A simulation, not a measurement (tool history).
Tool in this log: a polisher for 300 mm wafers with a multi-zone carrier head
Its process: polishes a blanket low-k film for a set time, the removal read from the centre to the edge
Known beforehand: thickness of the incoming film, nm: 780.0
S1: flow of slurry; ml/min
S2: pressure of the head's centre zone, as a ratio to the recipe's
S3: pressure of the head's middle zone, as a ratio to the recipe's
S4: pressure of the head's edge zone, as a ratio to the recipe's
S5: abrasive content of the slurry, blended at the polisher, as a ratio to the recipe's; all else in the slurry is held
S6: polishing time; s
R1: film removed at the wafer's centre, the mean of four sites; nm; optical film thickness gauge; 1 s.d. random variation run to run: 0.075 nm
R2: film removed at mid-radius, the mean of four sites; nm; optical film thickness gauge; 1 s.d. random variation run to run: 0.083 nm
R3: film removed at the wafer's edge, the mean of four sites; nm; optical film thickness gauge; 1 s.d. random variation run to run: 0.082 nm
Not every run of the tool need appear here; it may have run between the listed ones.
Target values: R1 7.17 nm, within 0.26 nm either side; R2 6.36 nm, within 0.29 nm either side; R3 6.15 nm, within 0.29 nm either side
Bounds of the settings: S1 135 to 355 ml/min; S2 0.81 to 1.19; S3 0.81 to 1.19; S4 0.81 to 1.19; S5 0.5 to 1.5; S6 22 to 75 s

{"run": 1, "hour": 0.0, "S1": 225, "S2": 1, "S3": 1, "S4": 1, "S5": 1, "S6": 48, "R1": 11.523, "R2": 11.811, "R3": 11.798}
{"run": 2, "hour": 8.5, "S1": 225, "S2": 1.01, "S3": 1, "S4": 0.99, "S5": 0.95, "S6": 46, "R1": 11.231, "R2": 11.083, "R3": 10.684}
{"run": 3, "hour": 11.5, "S1": 225, "S2": 1.01, "S3": 1, "S4": 0.99, "S5": 0.95, "S6": 55, "R1": 13.358, "R2": 13.207, "R3": 12.965}
{"run": 4, "hour": 16.3, "S1": 180, "S2": 1.01, "S3": 1, "S4": 0.99, "S5": 0.95, "S6": 55, "R1": 12.529, "R2": 12.669, "R3": 12.789}
{"run": 5, "hour": 21.2, "S1": 185, "S2": 1.01, "S3": 0.99, "S4": 0.98, "S5": 0.9, "S6": 53, "R1": 11.729, "R2": 11.713, "R3": 11.663}
{"run": 6, "hour": 22.1, "S1": 185, "S2": 1.01, "S3": 0.99, "S4": 0.98, "S5": 0.75, "S6": 53, "R1": 10.151, "R2": 10.157, "R3": 10.189}
{"run": 7, "hour": 29.5, "S1": 190, "S2": 1.01, "S3": 0.98, "S4": 0.97, "S5": 0.7, "S6": 52, "R1": 9.3554, "R2": 9.2054, "R3": 9.2646}
{"run": 8, "hour": 38.1, "S1": 200, "S2": 1.01, "S3": 0.97, "S4": 0.96, "S5": 0.7, "S6": 51, "R1": 9.2471, "R2": 8.8721, "R3": 9.2448}
{"run": 9, "hour": 38.8, "S1": 205, "S2": 1.02, "S3": 0.97, "S4": 0.95, "S5": 0.7, "S6": 50, "R1": 9.3477, "R2": 9.0058, "R3": 8.8647}
{"run": 10, "hour": 44.2, "S1": 210, "S2": 1.02, "S3": 0.96, "S4": 0.94, "S5": 0.7, "S6": 50, "R1": 9.1966, "R2": 8.7888, "R3": 8.7903}
{"run": 11, "hour": 44.8, "S1": 205, "S2": 1.09, "S3": 0.95, "S4": 0.84, "S5": 0.5, "S6": 38, "R1": 4.6916, "R2": 4.0222, "R3": 4.0251}
{"run": 12, "hour": 53.1, "S1": 270, "S2": 1.18, "S3": 1.05, "S4": 0.94, "S5": 0.55, "S6": 38, "R1": 6.131, "R2": 5.371, "R3": 5.0492}

Next run, 5 choices. One meets every target within its allowed miss, the rest don't. Which?
{"run": "A", "hour": 61.4, "S1": 250, "S2": 0.96, "S3": 0.95, "S4": 1.05, "S5": 0.85, "S6": 30, "R1": "?", "R2": "?", "R3": "?"}
{"run": "B", "hour": 61.4, "S1": 230, "S2": 1.13, "S3": 1.02, "S4": 0.93, "S5": 0.55, "S6": 47, "R1": "?", "R2": "?", "R3": "?"}
{"run": "C", "hour": 61.4, "S1": 355, "S2": 1.15, "S3": 1.09, "S4": 0.85, "S5": 0.6, "S6": 41, "R1": "?", "R2": "?", "R3": "?"}
{"run": "D", "hour": 61.4, "S1": 265, "S2": 1.02, "S3": 1.19, "S4": 0.97, "S5": 0.55, "S6": 45, "R1": "?", "R2": "?", "R3": "?"}
{"run": "E", "hour": 61.4, "S1": 260, "S2": 1.03, "S3": 1.03, "S4": 0.95, "S5": 0.6, "S6": 41, "R1": "?", "R2": "?", "R3": "?"}

move=A R1=6.3881 R2=6.3484 R3=6.8213
move=B R1=7.1934 R2=6.434 R3=6.1962
move=C R1=7.6218 R2=7.0418 R3=6.1075
move=D R1=6.3428 R2=7.1448 R3=6.1077
move=E R1=6.5879 R2=6.5131 R3=6.2506
A: closes in on the targets versus the last run, not all within tolerance yet
B: all results in spec
C: takes the result that was furthest off past its target
D: closes in on the targets versus the last run, not all within tolerance yet
E: closes in on the targets versus the last run, not all within tolerance yet
Move B is the one to make.

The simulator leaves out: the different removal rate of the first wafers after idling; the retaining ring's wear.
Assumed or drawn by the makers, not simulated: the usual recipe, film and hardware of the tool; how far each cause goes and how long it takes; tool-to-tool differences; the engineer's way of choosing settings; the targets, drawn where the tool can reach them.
